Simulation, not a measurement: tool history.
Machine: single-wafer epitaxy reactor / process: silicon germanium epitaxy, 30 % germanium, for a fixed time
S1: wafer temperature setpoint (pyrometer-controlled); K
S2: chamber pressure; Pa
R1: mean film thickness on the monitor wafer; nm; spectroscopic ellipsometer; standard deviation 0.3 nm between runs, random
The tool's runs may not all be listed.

{"run": 1, "hour": 0.0, "S1": 888.15, "S2": 3000, "R1": 83.393}
{"run": 2, "hour": 8.8, "S1": 884.15, "S2": 2986, "R1": 76.175}
{"run": 3, "hour": 17.6, "S1": 882.15, "S2": 2986, "R1": 72.942}
{"run": 4, "hour": 20.0, "S1": 882.15, "S2": 2693, "R1": 70.068}
{"run": 5, "hour": 26.9, "S1": 881.15, "S2": 2693, "R1": 68.698}
{"run": 6, "hour": 32.1, "S1": 889.15, "S2": 2693, "R1": 81.063}

Run 7 is up next; what results do you expect?
{"run": 7, "hour": 35.8, "S1": 886.15, "S2": 2680, "R1": "?"}

Run 7 measured R1 76.174 nm.
